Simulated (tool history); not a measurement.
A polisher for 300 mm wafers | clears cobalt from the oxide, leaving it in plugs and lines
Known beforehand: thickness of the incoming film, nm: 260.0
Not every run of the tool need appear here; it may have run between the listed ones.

| run | day | flow of slurry (ml/min) | pressure of the wafer on the pad (psi) | speed of the pad under the wafer (cm/s) | overpolish time after the end point (s) | time until the end point was called (s) | dishing of a wide line in a test structure (angstrom) |
|---|---|---|---|---|---|---|---|
| 1 | 0.000 | 230 | 1.7 | 96 | 12 | 65.653 | 340.04 |
| 2 | 0.208 | 230 | 1.3 | 96 | 12 | 88.179 | 285.80 |
| 3 | 0.312 | 185 | 1.3 | 96 | 12 | 90.717 | 285.19 |
| 4 | 0.583 | 165 | 1.3 | 96 | 12 | 92.430 | 280.37 |
| 5 | 0.700 | 175 | 1.6 | 96 | 12 | 72.668 | 326.21 |
| 6 | 0.771 | 175 | 1.6 | 84 | 12 | 81.823 | 303.12 |
| 7 | 1.121 | 175 | 1.6 | 84 | 12 | 81.619 | 300.99 |
| 8 | 1.412 | 175 | 1.9 | 84 | 12 | 69.298 | 342.14 |

Run 9 is up next; what results do you expect?
| 9 | 1.700 | 185 | 2.1 | 84 | 11 | ? | ? |

Run 9 yielded time until the end point was called (s) 63.699, dishing of a wide line in a test structure (angstrom) 343.12.
